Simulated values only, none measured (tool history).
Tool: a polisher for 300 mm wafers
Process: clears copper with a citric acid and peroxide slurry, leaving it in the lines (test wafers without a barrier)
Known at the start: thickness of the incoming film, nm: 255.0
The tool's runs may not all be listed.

run	hour	flow of slurry (ml/min)	pressure of the wafer on the pad (psi)	speed of the pad under the wafer (m/s)	abrasive content of the slurry	overpolish time after the end point (s)	time until the end point was called (s)	dishing of a wide line in a test structure (Å)
1	0	295	3.6	1.1	1	25	89.937	545.34
2	4.8	295	3.6	0.84	1	25	107.61	465.71
3	10.8	295	3.3	0.78	1	22	118.46	367.26
4	13.3	300	3	0.74	1	20	142.55	308.93
5	20.7	280	2.9	0.7	0.9	18	153.55	255.45
6	27.1	265	2.9	0.66	0.85	16	155.55	219.59
7	30.5	250	2.9	0.64	0.8	15	166.17	200.6
8	38.1	240	2.9	0.62	0.75	14	174.68	180.6
9	38.7	230	3	0.6	0.7	13	173.71	167.56
10	40.2	220	3.1	0.58	0.65	12	179.92	152.02
11	41.6	220	3.1	0.58	0.65	12	178.63	153.16
12	42.7	215	3.2	0.56	0.65	11	174.82	144.46
13	49.8	175	3.3	0.5	0.5	8	203.55	93.42
14	56.7	180	3.4	0.5	0.5	8	186.63	96.984

Predict the results of run 15:
15	60	190	3.4	0.5	0.5	8	?	?

For run 15 the tool returned time until the end point was called (s) 185, dishing of a wide line in a test structure (Å) 98.164.

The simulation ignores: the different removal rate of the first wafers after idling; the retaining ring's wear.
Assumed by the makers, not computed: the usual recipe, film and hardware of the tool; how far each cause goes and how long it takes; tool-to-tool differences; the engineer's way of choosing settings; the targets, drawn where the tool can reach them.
